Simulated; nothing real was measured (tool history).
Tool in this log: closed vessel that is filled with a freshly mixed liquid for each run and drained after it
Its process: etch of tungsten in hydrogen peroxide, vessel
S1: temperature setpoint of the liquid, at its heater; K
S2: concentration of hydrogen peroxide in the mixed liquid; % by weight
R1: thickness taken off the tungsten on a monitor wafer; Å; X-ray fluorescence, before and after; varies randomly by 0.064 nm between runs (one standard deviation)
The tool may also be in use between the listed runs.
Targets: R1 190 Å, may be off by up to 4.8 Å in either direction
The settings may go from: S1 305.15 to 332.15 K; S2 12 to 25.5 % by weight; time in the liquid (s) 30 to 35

run 1 hour=0 | S1=316.15 S2=17.5 time_in_the_liquid_(s)=35 | R1=390.33
run 2 hour=7.7 | S1=316.15 S2=15.5 time_in_the_liquid_(s)=35 | R1=368.46
run 3 hour=8.7 | S1=316.15 S2=15.5 time_in_the_liquid_(s)=35 | R1=367.13
run 4 hour=12.3 | S1=316.15 S2=15.5 time_in_the_liquid_(s)=30 | R1=315.81
run 5 hour=15.8 | S1=316.15 S2=18.5 time_in_the_liquid_(s)=30 | R1=344.68
run 6 hour=23.7 | S1=316.15 S2=18.5 time_in_the_liquid_(s)=35 | R1=404.66
run 7 hour=25.5 | S1=308.15 S2=16.5 time_in_the_liquid_(s)=35 | R1=226.98
run 8 hour=28.4 | S1=307.65 S2=16.5 time_in_the_liquid_(s)=35 | R1=218.44
run 9 hour=35.3 | S1=307.15 S2=16.5 time_in_the_liquid_(s)=35 | R1=211.55
run 10 hour=41.4 | S1=306.15 S2=16.5 time_in_the_liquid_(s)=35 | R1=195.99

Below are 4 possible settings for the next run. Only one of them brings all results inside the allowed miss of their targets. Which is it?
run A hour=47.5 | S1=305.15 S2=17.5 time_in_the_liquid_(s)=35 | R1=?
run B hour=47.5 | S1=311.15 S2=12 time_in_the_liquid_(s)=30 | R1=?
run C hour=47.5 | S1=306.15 S2=14 time_in_the_liquid_(s)=35 | R1=?
run D hour=47.5 | S1=306.65 S2=12.5 time_in_the_liquid_(s)=35 | R1=?

move=A R1=189.07
move=B R1=200.87
move=C R1=181.07
move=D R1=177.01
A: all results in spec
B: moves away from the targets compared with the last run
C: pushes the last run's worst result past its target
D: pushes the last run's worst result past its target
Answer: A
